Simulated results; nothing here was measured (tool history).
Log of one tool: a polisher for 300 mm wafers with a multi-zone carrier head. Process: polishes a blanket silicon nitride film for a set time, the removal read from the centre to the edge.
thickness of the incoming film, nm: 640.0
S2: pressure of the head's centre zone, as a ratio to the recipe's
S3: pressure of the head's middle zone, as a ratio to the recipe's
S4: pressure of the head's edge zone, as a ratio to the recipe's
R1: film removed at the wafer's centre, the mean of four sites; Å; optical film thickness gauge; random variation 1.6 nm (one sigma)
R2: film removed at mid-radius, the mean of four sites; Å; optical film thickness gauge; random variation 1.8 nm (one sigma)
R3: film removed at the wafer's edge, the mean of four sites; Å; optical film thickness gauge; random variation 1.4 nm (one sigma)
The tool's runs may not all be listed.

run 1 hour=0 | flow_of_slurry_(ml/min)=190 S2=1 S3=1 S4=1 polishing_time_(s)=71 | R1=1107.6 R2=1163.3 R3=1132.2
run 2 hour=0.7 | flow_of_slurry_(ml/min)=190 S2=0.99 S3=0.99 S4=1.03 polishing_time_(s)=73 | R1=1095 R2=1177.5 R3=1178.4
run 3 hour=2.9 | flow_of_slurry_(ml/min)=190 S2=0.99 S3=1.07 S4=1.03 polishing_time_(s)=73 | R1=1137.6 R2=1296 R3=1170.9
run 4 hour=4.3 | flow_of_slurry_(ml/min)=190 S2=1.06 S3=1.07 S4=1.03 polishing_time_(s)=73 | R1=1207.1 R2=1241 R3=1183.7
run 5 hour=10.2 | flow_of_slurry_(ml/min)=190 S2=1.06 S3=1.07 S4=0.99 polishing_time_(s)=73 | R1=1203.4 R2=1259 R3=1173.3
run 6 hour=11.3 | flow_of_slurry_(ml/min)=190 S2=1.04 S3=1.05 S4=1.02 polishing_time_(s)=75 | R1=1237 R2=1261.1 R3=1203.4
run 7 hour=19.5 | flow_of_slurry_(ml/min)=190 S2=1.02 S3=1.03 S4=1.04 polishing_time_(s)=77 | R1=1250.9 R2=1292.8 R3=1239.9
run 8 hour=24.6 | flow_of_slurry_(ml/min)=190 S2=0.99 S3=1 S4=1.06 polishing_time_(s)=79 | R1=1236.9 R2=1271 R3=1291.8

Forecast run 9:
run 9 hour=25.3 | flow_of_slurry_(ml/min)=190 S2=0.99 S3=1 S4=1.06 polishing_time_(s)=79 | R1=? R2=? R3=?

R1: 1219.5 Å
R2: 1259.5 Å
R3: 1289.4 Å
